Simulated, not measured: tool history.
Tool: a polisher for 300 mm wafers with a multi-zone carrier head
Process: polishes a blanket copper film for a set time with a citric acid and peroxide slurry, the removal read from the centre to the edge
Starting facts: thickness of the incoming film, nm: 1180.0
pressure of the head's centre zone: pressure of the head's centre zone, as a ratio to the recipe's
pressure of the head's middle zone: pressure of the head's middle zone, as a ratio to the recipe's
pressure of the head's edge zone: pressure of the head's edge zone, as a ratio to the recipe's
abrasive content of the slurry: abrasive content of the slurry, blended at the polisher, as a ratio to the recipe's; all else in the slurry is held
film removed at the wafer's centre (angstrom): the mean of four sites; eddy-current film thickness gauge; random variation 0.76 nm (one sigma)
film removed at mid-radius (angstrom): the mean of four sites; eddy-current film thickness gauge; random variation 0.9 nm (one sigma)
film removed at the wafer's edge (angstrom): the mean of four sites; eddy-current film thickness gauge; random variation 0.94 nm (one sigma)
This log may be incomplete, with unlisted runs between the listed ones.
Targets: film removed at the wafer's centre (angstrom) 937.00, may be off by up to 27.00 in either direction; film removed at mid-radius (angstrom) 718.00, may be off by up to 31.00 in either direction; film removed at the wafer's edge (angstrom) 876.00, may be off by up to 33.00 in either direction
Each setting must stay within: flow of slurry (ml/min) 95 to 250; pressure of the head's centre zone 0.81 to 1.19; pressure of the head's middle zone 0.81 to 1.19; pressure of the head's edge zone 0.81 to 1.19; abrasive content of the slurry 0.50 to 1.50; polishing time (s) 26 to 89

run  hour  flow of slurry (ml/min)  pressure of the head's centre zone  pressure of the head's middle zone  pressure of the head's edge zone  abrasive content of the slurry  polishing time (s)  film removed at the wafer's centre (angstrom)  film removed at mid-radius (angstrom)  film removed at the wafer's edge (angstrom)
  1   0.0                      160                                1.00                                1.00                              1.00                            1.00                  57                                         948.83                                 923.17                                       934.85
  2   6.9                      140                                1.00                                1.00                              1.00                            1.00                  57                                         921.82                                 896.21                                       916.85
  3  14.8                      135                                1.01                                0.98                              1.00                            1.00                  57                                         926.31                                 855.03                                       888.68
  4  22.0                      130                                1.01                                0.97                              1.01                            1.00                  57                                         905.69                                 855.03                                       910.77
  5  24.7                      130                                0.97                                0.97                              1.01                            1.00                  57                                         873.56                                 842.19                                       901.88
  6  30.7                      130                                0.98                                0.95                              1.01                            1.00                  57                                         868.92                                 872.75                                       914.58
  7  35.6                      125                                1.00                                0.95                              1.03                            0.95                  57                                         885.28                                 816.34                                       896.54
  8  40.3                      125                                1.01                                0.94                              1.03                            0.95                  57                                         890.39                                 812.12                                       884.98
  9  43.9                      125                                1.02                                0.93                              1.04                            0.95                  57                                         893.04                                 805.28                                       899.49
 10  48.3                      125                                1.03                                0.92                              1.04                            0.95                  57                                         903.16                                 807.32                                       883.79
 11  49.7                      125                                1.04                                0.91                              1.05                            0.95                  57                                         912.42                                 796.99                                       894.32
 12  53.2                      125                                1.05                                0.90                              1.06                            0.95                  57                                         913.99                                 816.31                                       913.31
 13  61.3                      120                                1.06                                0.89                              1.06                            0.95                  57                                         919.96                                 782.60                                       897.43
 14  67.9                      120                                1.07                                0.88                              1.06                            0.95                  57                                         927.52                                 784.06                                       904.39

5 next moves are on the table. One of them brings every result within its allowed miss. Which?
  A  74.5                       95                                1.11                                0.81                              1.12                            1.15                  56                                              ?                                      ?                                            ?
  B  74.5                      145                                1.10                                0.81                              1.06                            1.40                  48                                              ?                                      ?                                            ?
  C  74.5                      100                                1.13                                0.86                              1.07                            1.00                  61                                              ?                                      ?                                            ?
  D  74.5                      115                                1.02                                0.81                              1.08                            1.10                  58                                              ?                                      ?                                            ?
  E  74.5                       95                                1.15                                0.84                              1.08                            0.85                  65                                              ?                                      ?                                            ?

move  film removed at the wafer's centre (angstrom)  film removed at mid-radius (angstrom)  film removed at the wafer's edge (angstrom)
   A                                         945.69                                 716.11                                       945.20
   B                                         960.06                                 723.11                                       898.90
   C                                        1021.50                                 786.39                                       972.10
   D                                         942.14                                 771.30                                       982.38
   E                                        1031.70                                 770.76                                       976.48
A: gets the furthest-off result to its target, but another result is out of tolerance
B: in spec on every target
C: further off than the last run
D: further off than the last run
E: further off than the last run
Correct choice: B, which meets every target
